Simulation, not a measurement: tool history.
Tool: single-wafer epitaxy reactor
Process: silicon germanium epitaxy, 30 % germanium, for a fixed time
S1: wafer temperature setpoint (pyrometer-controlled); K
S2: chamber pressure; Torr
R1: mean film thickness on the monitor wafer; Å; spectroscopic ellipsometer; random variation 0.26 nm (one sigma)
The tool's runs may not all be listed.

run	day	S1	S2	R1
1	0.000	888.15	27.2	921.05
2	0.192	888.15	32.0	966.40
3	0.392	888.15	27.7	929.24
4	0.583	885.15	27.6	877.43
5	0.608	891.15	27.6	983.96
6	0.792	887.15	27.5	908.14
7	0.988	884.15	27.4	855.68
8	1.292	882.15	27.4	825.89

Forecast run 9:
9	1.442	871.15	27.2	?

Run 9 gave R1 657.80 Å.
